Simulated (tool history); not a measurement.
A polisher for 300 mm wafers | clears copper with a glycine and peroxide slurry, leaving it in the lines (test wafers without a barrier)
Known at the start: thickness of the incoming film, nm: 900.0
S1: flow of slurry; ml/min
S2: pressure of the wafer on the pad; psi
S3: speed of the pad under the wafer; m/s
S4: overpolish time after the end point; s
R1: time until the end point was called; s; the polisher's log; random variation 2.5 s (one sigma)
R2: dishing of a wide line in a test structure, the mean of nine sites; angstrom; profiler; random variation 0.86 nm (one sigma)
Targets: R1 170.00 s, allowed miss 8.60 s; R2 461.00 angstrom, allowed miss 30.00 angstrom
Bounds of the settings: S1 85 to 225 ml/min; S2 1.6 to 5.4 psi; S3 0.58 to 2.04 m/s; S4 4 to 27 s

run  hour   S1   S2    S3  S4      R1      R2
  1   0.0  145  3.5  1.30  14  139.15  621.99
  2   8.1  145  3.5  1.06  14  156.66  556.84
  3   9.1  145  3.0  1.06  14  177.03  495.32
  4  12.7  145  3.0  0.86  14  199.72  444.03
  5  15.1  145  3.1  0.86  14  196.71  467.18
  6  17.5  145  3.2  0.86  14  191.85  468.35
  7  23.2  145  3.3  0.86  14  183.41  496.29
  8  25.1  155  3.5  0.88  11  169.42  407.90

4 next moves are on the table. One of them brings every result within its allowed miss. Which?
  A  27.0  140  3.5  1.02  14   ?   ?
  B  27.0  160  3.9  0.78  12   ?   ?
  C  27.0  175  4.3  0.78   8   ?   ?
  D  27.0  145  4.1  0.72   9   ?   ?

move      R1      R2
   A  165.11  567.38
   B  171.48  483.94
   C  155.28  368.76
   D  174.80  368.43
A: takes the result that was furthest off past its target
B: meets every target
C: further off than the last run
D: further off than the last run
Move B is the one to make.
